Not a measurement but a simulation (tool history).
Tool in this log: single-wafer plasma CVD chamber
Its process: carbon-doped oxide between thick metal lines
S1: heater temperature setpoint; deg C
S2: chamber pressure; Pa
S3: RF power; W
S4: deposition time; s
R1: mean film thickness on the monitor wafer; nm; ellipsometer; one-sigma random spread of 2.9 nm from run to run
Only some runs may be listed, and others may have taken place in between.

{"run": 1, "hour": 0.0, "S1": 345, "S2": 488, "S3": 455, "S4": 173, "R1": 806.47}
{"run": 2, "hour": 4.1, "S1": 347, "S2": 463, "S3": 445, "S4": 173, "R1": 775.83}
{"run": 3, "hour": 9.0, "S1": 347, "S2": 463, "S3": 445, "S4": 178, "R1": 797.2}
{"run": 4, "hour": 13.2, "S1": 347, "S2": 463, "S3": 445, "S4": 178, "R1": 804.25}
{"run": 5, "hour": 21.5, "S1": 339, "S2": 463, "S3": 445, "S4": 178, "R1": 822.42}
{"run": 6, "hour": 25.6, "S1": 332, "S2": 463, "S3": 445, "S4": 178, "R1": 835.43}
{"run": 7, "hour": 27.7, "S1": 335, "S2": 424, "S3": 435, "S4": 178, "R1": 805.3}
{"run": 8, "hour": 32.9, "S1": 338, "S2": 393, "S3": 430, "S4": 178, "R1": 776.66}
{"run": 9, "hour": 38.5, "S1": 338, "S2": 393, "S3": 430, "S4": 178, "R1": 776.04}

Run 10 is up next; what results do you expect?
{"run": 10, "hour": 41.4, "S1": 350, "S2": 296, "S3": 405, "S4": 178, "R1": "?"}

Run 10 gave R1 694.92 nm.

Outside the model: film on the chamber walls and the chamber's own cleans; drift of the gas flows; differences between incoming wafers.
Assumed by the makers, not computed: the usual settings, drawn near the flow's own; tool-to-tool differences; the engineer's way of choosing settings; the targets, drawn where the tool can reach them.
